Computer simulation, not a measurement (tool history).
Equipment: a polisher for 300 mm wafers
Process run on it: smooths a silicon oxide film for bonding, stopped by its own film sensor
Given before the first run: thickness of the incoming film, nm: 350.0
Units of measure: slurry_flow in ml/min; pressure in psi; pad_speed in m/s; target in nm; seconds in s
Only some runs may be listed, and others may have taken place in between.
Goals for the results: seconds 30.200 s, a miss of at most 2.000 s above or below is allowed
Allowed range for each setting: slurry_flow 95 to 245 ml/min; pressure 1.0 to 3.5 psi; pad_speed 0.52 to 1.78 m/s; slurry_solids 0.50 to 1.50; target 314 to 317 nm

run,hour,slurry_flow,pressure,pad_speed,slurry_solids,target,seconds
1,0.0,155,2.2,1.14,1.00,314,45.621
2,7.3,155,2.2,1.14,1.00,314,47.376
3,16.3,155,2.2,0.92,1.00,314,52.011
4,20.5,155,2.2,0.92,0.80,314,63.201
5,21.3,155,2.4,0.96,0.80,314,56.387
6,30.2,155,2.4,0.96,0.65,314,68.228
7,32.5,155,2.6,1.06,0.65,314,59.542
8,36.9,155,2.8,1.14,0.65,314,51.026
9,41.7,155,2.9,1.20,0.65,314,47.114
10,44.0,155,3.0,1.24,0.65,314,44.489
11,46.1,155,3.1,1.28,0.65,314,41.029

4 next moves are on the table. One of them brings every result within its allowed miss. Which?
A,48.2,165,3.5,1.18,0.70,315,?
B,48.2,160,3.2,1.10,0.80,317,?
C,48.2,145,3.0,1.24,0.75,316,?
D,48.2,230,2.8,1.60,0.70,317,?

move,seconds
A,35.735
B,35.059
C,37.472
D,31.323
A: nearer than the last run, and not there yet
B: nearer than the last run, and not there yet
C: nearer than the last run, and not there yet
D: meets every target
D meets every target.
